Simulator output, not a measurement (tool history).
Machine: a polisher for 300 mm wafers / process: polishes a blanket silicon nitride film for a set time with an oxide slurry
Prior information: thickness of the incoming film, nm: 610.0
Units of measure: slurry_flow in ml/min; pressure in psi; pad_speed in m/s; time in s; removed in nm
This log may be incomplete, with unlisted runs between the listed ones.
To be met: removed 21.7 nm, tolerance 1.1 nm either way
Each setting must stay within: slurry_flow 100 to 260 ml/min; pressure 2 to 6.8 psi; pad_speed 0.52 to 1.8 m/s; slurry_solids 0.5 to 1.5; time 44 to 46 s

Run 1, hour 0: slurry_flow 165 ml/min, pressure 4.4 psi, pad_speed 1.16 m/s, slurry_solids 1, time 44 s. Result: removed 33.804 nm.
Run 2, hour 1.4: slurry_flow 165 ml/min, pressure 4.4 psi, pad_speed 1.16 m/s, slurry_solids 1, time 46 s. Result: removed 37.074 nm.
Run 3, hour 10.3: slurry_flow 165 ml/min, pressure 4.1 psi, pad_speed 1.16 m/s, slurry_solids 1, time 46 s. Result: removed 32.948 nm.
Run 4, hour 16.3: slurry_flow 165 ml/min, pressure 3.9 psi, pad_speed 1.16 m/s, slurry_solids 1, time 46 s. Result: removed 32.185 nm.
Run 5, hour 17.7: slurry_flow 165 ml/min, pressure 4.7 psi, pad_speed 1.16 m/s, slurry_solids 1, time 46 s. Result: removed 39.272 nm.
Run 6, hour 23.5: slurry_flow 145 ml/min, pressure 4.7 psi, pad_speed 1.16 m/s, slurry_solids 1, time 46 s. Result: removed 37.631 nm.
Run 7, hour 24.8: slurry_flow 145 ml/min, pressure 4.5 psi, pad_speed 1.16 m/s, slurry_solids 1, time 46 s. Result: removed 36.359 nm.
Run 8, hour 29.7: slurry_flow 145 ml/min, pressure 4.3 psi, pad_speed 1.16 m/s, slurry_solids 1, time 46 s. Result: removed 34.326 nm.
Run 9, hour 32.1: slurry_flow 145 ml/min, pressure 4.1 psi, pad_speed 1.16 m/s, slurry_solids 1, time 46 s. Result: removed 32.091 nm.
Run 10, hour 40.6: slurry_flow 145 ml/min, pressure 2.9 psi, pad_speed 1.12 m/s, slurry_solids 1, time 46 s. Result: removed 23.281 nm.

Which one of the following 5 next-run settings gets every result inside its allowed miss? There is exactly one.
Run A, hour 49.1: slurry_flow 125 ml/min, pressure 2.6 psi, pad_speed 1.1 m/s, slurry_solids 1.05, time 45 s. Result: removed ?.
Run B, hour 49.1: slurry_flow 120 ml/min, pressure 2.2 psi, pad_speed 1.26 m/s, slurry_solids 1.1, time 44 s. Result: removed ?.
Run C, hour 49.1: slurry_flow 145 ml/min, pressure 3.4 psi, pad_speed 1.12 m/s, slurry_solids 1.05, time 44 s. Result: removed ?.
Run D, hour 49.1: slurry_flow 155 ml/min, pressure 4.2 psi, pad_speed 0.76 m/s, slurry_solids 1.05, time 46 s. Result: removed ?.
Run E, hour 49.1: slurry_flow 130 ml/min, pressure 2.8 psi, pad_speed 1.18 m/s, slurry_solids 0.95, time 46 s. Result: removed ?.

move  removed
   A   19.407
   B   18.039
   C   25.672
   D   25.206
   E   21.778
A: carries the result that was furthest off beyond its target, to the other side
B: carries the result that was furthest off beyond its target, to the other side
C: moves away from the targets compared with the last run
D: moves away from the targets compared with the last run
E: each result inside its tolerance
The right move is E.
